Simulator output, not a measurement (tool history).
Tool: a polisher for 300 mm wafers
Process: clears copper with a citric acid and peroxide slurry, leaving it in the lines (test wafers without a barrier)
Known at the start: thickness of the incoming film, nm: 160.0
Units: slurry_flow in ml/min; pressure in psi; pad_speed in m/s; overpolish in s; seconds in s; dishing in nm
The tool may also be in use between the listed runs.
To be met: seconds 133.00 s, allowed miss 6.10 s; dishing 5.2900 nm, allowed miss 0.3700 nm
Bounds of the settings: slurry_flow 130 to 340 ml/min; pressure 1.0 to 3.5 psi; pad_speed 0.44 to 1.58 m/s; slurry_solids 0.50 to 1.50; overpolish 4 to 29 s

run	hour	slurry_flow	pressure	pad_speed	slurry_solids	overpolish	seconds	dishing
1	0.0	220	2.2	1.00	1.00	15	124.72	16.2390
2	6.8	220	2.2	1.00	1.00	20	125.41	21.2750
3	11.3	220	2.2	0.82	1.00	20	147.21	18.7340
4	12.2	275	2.2	0.82	1.00	20	141.69	19.0200
5	16.1	275	1.8	0.82	1.00	20	160.54	16.5350
6	24.0	275	1.8	1.04	1.00	20	139.57	19.1890
7	29.0	290	1.7	1.06	1.05	17	137.00	17.1830
8	35.8	255	1.9	1.00	0.95	14	137.86	14.1570
9	44.8	230	2.0	0.96	0.85	12	138.35	11.0940
10	52.5	215	2.1	0.94	0.80	10	142.07	9.5460
11	58.4	195	2.2	0.92	0.75	9	145.41	8.3766
12	62.8	180	2.4	0.90	0.70	8	142.43	7.7622
13	68.0	170	2.6	0.88	0.65	7	137.28	7.0560
# hour 74.5: head pressure recalibrated
14	74.5	130	3.1	0.80	0.50	4	137.07	4.2120
15	79.0	135	3.1	0.80	0.50	4	132.13	4.2657
16	80.6	140	3.1	0.80	0.50	4	130.51	4.2816
17	81.7	140	3.1	0.80	0.50	4	132.84	4.2210
18	84.2	140	3.1	0.82	0.50	4	132.50	4.4042
19	88.8	145	3.1	0.84	0.50	4	126.31	4.3490
20	92.6	145	3.0	0.84	0.50	4	126.63	4.4592
21	96.0	145	3.0	0.84	0.55	4	128.36	4.4980

Which of these 4 next moves meets every target?
A	99.4	135	3.0	0.84	0.50	5	?	?
B	99.4	130	2.5	0.86	0.55	7	?	?
C	99.4	140	3.3	0.70	0.50	4	?	?
D	99.4	150	2.6	0.74	0.65	5	?	?

move	seconds	dishing
A	130.65	5.4654
B	145.81	6.8227
C	136.70	4.1952
D	148.32	4.8204
A: meets every target
B: takes the result that was furthest off past its target
C: further off than the last run
D: further off than the last run
Answer: A
